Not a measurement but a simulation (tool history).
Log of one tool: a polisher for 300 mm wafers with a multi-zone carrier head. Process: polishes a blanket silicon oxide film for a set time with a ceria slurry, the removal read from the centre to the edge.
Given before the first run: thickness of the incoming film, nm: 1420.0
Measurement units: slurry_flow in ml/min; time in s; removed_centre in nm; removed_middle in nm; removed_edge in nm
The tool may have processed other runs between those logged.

run  hour  slurry_flow  centre_zone  middle_zone  edge_zone  time  removed_centre  removed_middle  removed_edge
  1   0.0          280         1.00         1.00       1.00    64          228.00          231.79        233.45
  2   2.0          350         1.00         1.00       1.00    64          229.48          237.02        237.66
  3  10.3          350         1.00         1.00       0.93    64          238.11          239.91        232.46
  4  15.3          350         1.00         1.00       0.97    64          235.99          235.04        234.83
  5  18.9          350         1.00         1.05       0.97    64          233.67          246.38        231.97
  6  25.6          340         0.99         1.03       0.96    59          214.67          219.46        208.75
  7  28.7          335         0.97         1.01       0.97    56          196.45          207.07        201.94
  8  37.3          330         0.96         0.99       0.96    53          186.61          195.48        192.85
  9  44.9          325         0.95         0.97       0.95    50          176.16          181.56        181.29
 10  48.0          255         0.85         0.87       0.85    34          104.10          110.64        113.63
 11  55.0          270         0.86         0.87       0.87    34          108.93          113.32        115.92
 12  57.4          280         0.86         0.87       0.89    34          107.68          112.96        117.68
 13  64.6          290         0.87         0.88       0.90    34          110.96          112.79        119.24
 14  67.5          295         0.87         0.89       0.91    34          106.22          112.99        118.97
 15  68.5          295         0.88         0.90       0.92    34          109.07          114.26        119.95
 16  72.8          305         0.89         0.91       0.93    34          111.43          116.02        120.42
 17  78.5          310         0.89         0.91       0.94    34          111.85          116.50        122.97

Run 18 is up next; what results do you expect?
 18  79.5          315         0.90         0.92       0.95    34               ?               ?             ?

{"run 18": {"removed_centre": 114.66, "removed_middle": 118.85, "removed_edge": 124.67}}
